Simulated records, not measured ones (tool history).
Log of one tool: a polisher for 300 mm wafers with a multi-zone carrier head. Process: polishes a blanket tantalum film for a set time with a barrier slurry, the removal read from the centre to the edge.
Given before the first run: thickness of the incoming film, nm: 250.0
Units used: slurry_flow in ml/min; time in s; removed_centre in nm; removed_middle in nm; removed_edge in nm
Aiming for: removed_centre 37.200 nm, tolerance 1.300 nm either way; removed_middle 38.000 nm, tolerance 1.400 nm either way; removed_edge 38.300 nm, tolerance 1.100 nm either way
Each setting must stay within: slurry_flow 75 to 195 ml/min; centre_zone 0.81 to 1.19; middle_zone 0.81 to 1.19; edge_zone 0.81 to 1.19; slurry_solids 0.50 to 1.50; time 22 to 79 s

run	hour	slurry_flow	centre_zone	middle_zone	edge_zone	slurry_solids	time	removed_centre	removed_middle	removed_edge
1	0.0	125	1.00	1.00	1.00	1.00	50	79.437	82.480	82.758
2	1.6	120	0.99	0.99	0.97	0.90	45	69.426	70.125	70.620
3	2.7	120	0.99	0.99	0.97	0.90	37	56.767	57.377	57.448
4	4.8	115	0.97	0.98	0.95	0.80	35	49.623	50.856	51.498
5	6.7	115	0.97	0.98	0.95	0.70	35	47.599	49.218	48.789
6	7.5	110	0.96	0.97	0.93	0.65	34	44.766	45.186	45.301
7	8.4	105	0.94	0.96	0.91	0.65	34	43.061	43.678	45.252
8	16.9	105	0.94	0.96	0.91	0.65	34	42.244	44.833	44.081
9	22.8	85	0.93	0.89	0.83	0.50	32	32.496	32.398	34.025
10	31.4	120	0.92	0.91	0.86	0.50	32	36.894	36.607	37.195
11	32.8	120	0.92	0.91	0.86	0.50	32	36.842	36.395	37.147

Next run, 4 choices. One meets every target within its allowed miss, the rest don't. Which?
A	34.2	155	0.93	0.99	0.87	0.50	29	?	?	?
B	34.2	100	0.94	0.93	0.84	0.50	34	?	?	?
C	34.2	120	1.03	0.97	0.84	0.50	31	?	?	?
D	34.2	115	0.89	1.02	0.81	0.55	31	?	?	?

move	removed_centre	removed_middle	removed_edge
A	35.367	37.382	35.419
B	37.038	37.428	38.002
C	38.345	37.140	35.835
D	35.529	40.166	36.630
A: brings the result that was furthest off to its target, and leaves another outside
B: every result lands within tolerance
C: brings the result that was furthest off to its target, and leaves another outside
D: pushes the last run's worst result past its target
Go with B: it meets all targets.
